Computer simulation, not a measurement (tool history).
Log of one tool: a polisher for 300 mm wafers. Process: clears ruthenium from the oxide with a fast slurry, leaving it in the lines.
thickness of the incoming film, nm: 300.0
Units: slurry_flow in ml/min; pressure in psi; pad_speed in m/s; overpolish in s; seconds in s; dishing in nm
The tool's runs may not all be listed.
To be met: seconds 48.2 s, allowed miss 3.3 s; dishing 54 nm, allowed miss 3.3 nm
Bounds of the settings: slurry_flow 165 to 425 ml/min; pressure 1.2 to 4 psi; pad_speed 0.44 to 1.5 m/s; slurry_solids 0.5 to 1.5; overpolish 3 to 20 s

| run | hour | slurry_flow | pressure | pad_speed | slurry_solids | overpolish | seconds | dishing |
|---|---|---|---|---|---|---|---|---|
| 1 | 0 | 275 | 2.6 | 0.96 | 1 | 10 | 64.436 | 31.948 |
| 2 | 3.7 | 275 | 2.6 | 0.96 | 1 | 6 | 64.874 | 20.531 |
| 3 | 6.8 | 340 | 2.6 | 0.96 | 1 | 6 | 64.056 | 20.252 |
| 4 | 11.3 | 340 | 2.7 | 0.98 | 1 | 7 | 58.158 | 24.881 |
| 5 | 11.9 | 270 | 2.7 | 0.98 | 1 | 7 | 61.045 | 24.536 |
| 6 | 13.2 | 270 | 2.7 | 0.98 | 1 | 11 | 61.043 | 36.664 |
| 7 | 20.8 | 270 | 2.8 | 0.98 | 1 | 11 | 60.137 | 38.125 |
| 8 | 23.7 | 270 | 2.9 | 0.98 | 1 | 11 | 57.143 | 38.53 |

Which of these 5 next moves meets every target?
| A | 26.6 | 285 | 2.7 | 1.24 | 1.15 | 13 | ? | ? |
| B | 26.6 | 330 | 2.9 | 1.18 | 1.05 | 11 | ? | ? |
| C | 26.6 | 285 | 3 | 0.9 | 1 | 16 | ? | ? |
| D | 26.6 | 245 | 2.9 | 1.16 | 0.95 | 15 | ? | ? |
| E | 26.6 | 225 | 2.8 | 0.7 | 1.1 | 8 | ? | ? |

| move | seconds | dishing |
|---|---|---|
| A | 47.075 | 52.208 |
| B | 47.151 | 44.935 |
| C | 56.26 | 53.574 |
| D | 52.062 | 54.189 |
| E | 67.074 | 24.155 |
A: meets every target
B: nearer than the last run, and not there yet
C: brings the result that was furthest off to its target, and leaves another outside
D: brings the result that was furthest off to its target, and leaves another outside
E: further off than the last run
Answer: A
